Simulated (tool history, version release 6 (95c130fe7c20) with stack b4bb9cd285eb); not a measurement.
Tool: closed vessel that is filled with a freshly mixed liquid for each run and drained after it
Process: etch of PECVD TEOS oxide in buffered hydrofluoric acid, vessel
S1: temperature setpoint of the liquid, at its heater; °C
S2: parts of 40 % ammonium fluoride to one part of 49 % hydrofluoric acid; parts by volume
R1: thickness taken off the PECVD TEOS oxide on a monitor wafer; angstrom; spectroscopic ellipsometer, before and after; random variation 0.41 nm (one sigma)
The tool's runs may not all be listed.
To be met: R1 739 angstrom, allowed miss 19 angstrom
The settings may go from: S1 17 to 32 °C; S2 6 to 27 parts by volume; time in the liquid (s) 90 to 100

{"run": 1, "hour": 0.0, "S1": 24, "S2": 16.5, "time in the liquid (s)": 90, "R1": 1375.5}
{"run": 2, "hour": 9.2, "S1": 24, "S2": 14, "time in the liquid (s)": 90, "R1": 1627.6}
{"run": 3, "hour": 14.5, "S1": 24, "S2": 14, "time in the liquid (s)": 100, "R1": 1797}
{"run": 4, "hour": 22.1, "S1": 22, "S2": 17, "time in the liquid (s)": 100, "R1": 1333.2}
{"run": 5, "hour": 29.1, "S1": 20.5, "S2": 18.5, "time in the liquid (s)": 100, "R1": 1141.5}
{"run": 6, "hour": 33.3, "S1": 23, "S2": 18.5, "time in the liquid (s)": 100, "R1": 1294.9}
{"run": 7, "hour": 35.8, "S1": 21, "S2": 19.5, "time in the liquid (s)": 100, "R1": 1087}
{"run": 8, "hour": 39.7, "S1": 19.5, "S2": 20.5, "time in the liquid (s)": 100, "R1": 971.72}
{"run": 9, "hour": 44.2, "S1": 18.5, "S2": 21.5, "time in the liquid (s)": 100, "R1": 887.6}
{"run": 10, "hour": 50.0, "S1": 18, "S2": 22, "time in the liquid (s)": 100, "R1": 853.17}
{"run": 11, "hour": 52.4, "S1": 17.5, "S2": 22.5, "time in the liquid (s)": 100, "R1": 809.12}
{"run": 12, "hour": 58.8, "S1": 17.5, "S2": 23, "time in the liquid (s)": 100, "R1": 801.82}
{"run": 13, "hour": 65.3, "S1": 17.5, "S2": 23.5, "time in the liquid (s)": 100, "R1": 791.51}
{"run": 14, "hour": 67.7, "S1": 17.5, "S2": 24, "time in the liquid (s)": 100, "R1": 776.75}

Which of these 5 next moves meets every target?
{"run": "A", "hour": 70.1, "S1": 19, "S2": 26, "time in the liquid (s)": 100, "R1": "?"}
{"run": "B", "hour": 70.1, "S1": 17, "S2": 23, "time in the liquid (s)": 100, "R1": "?"}
{"run": "C", "hour": 70.1, "S1": 20, "S2": 27, "time in the liquid (s)": 95, "R1": "?"}
{"run": "D", "hour": 70.1, "S1": 17.5, "S2": 26, "time in the liquid (s)": 100, "R1": "?"}
{"run": "E", "hour": 70.1, "S1": 17, "S2": 23.5, "time in the liquid (s)": 90, "R1": "?"}

move=A R1=794.84
move=B R1=772.03
move=C R1=778.38
move=D R1=729.79
move=E R1=684.56
A: further off than the last run
B: nearer than the last run, and not there yet
C: as far off as the last run
D: meets every target
E: takes the result that was furthest off past its target
Move D is the one to make.
